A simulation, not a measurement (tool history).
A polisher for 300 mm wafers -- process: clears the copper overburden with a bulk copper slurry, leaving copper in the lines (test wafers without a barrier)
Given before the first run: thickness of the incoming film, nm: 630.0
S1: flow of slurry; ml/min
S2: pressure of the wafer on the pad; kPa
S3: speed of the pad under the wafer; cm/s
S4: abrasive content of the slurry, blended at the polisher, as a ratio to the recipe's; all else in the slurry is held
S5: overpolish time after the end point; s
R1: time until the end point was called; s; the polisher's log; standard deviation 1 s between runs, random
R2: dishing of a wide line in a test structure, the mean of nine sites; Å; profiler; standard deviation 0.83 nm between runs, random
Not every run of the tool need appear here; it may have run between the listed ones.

run 1 hour=0 | S1=170 S2=20 S3=90 S4=1 S5=21 | R1=89.509 R2=854.21
run 2 hour=3.6 | S1=170 S2=20 S3=102 S4=1 S5=21 | R1=79.04 R2=912.22
run 3 hour=4.6 | S1=170 S2=24.8 S3=102 S4=1 S5=21 | R1=63.569 R2=1048.5
run 4 hour=10.3 | S1=170 S2=24.8 S3=102 S4=1 S5=30 | R1=63.2 R2=1255.9
run 5 hour=16.9 | S1=170 S2=24.8 S3=88 S4=1 S5=30 | R1=74.972 R2=1189.3
run 6 hour=19.3 | S1=170 S2=23.4 S3=88 S4=1 S5=27 | R1=79.02 R2=1075.4
run 7 hour=23.9 | S1=170 S2=22.1 S3=88 S4=1 S5=25 | R1=83.668 R2=1025

What does the tool deliver on the next run?
run 8 hour=27.2 | S1=170 S2=22.1 S3=88 S4=1 S5=25 | R1=? R2=?

{"run 8": {"R1": 81.57, "R2": 1009.2}}
